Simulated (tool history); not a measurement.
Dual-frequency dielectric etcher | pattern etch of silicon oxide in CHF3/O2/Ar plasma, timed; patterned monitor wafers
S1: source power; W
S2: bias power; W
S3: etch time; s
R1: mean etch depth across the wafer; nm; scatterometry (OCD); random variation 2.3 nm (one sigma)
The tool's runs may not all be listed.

run,day,S1,S2,S3,R1
1,0,830,184,312.5,649.1
2,0.317,740,184,312.5,615
3,0.542,720,184,312.5,603.38
4,0.817,840,184,312.5,655.3
5,1.179,840,184,285,599.67
6,1.25,820,184,285,593.19
7,1.458,810,184,285,587.97

The next listed run, before its measurement:
8,1.554,800,184,285,?

Run 8 gave R1 582.72 nm.

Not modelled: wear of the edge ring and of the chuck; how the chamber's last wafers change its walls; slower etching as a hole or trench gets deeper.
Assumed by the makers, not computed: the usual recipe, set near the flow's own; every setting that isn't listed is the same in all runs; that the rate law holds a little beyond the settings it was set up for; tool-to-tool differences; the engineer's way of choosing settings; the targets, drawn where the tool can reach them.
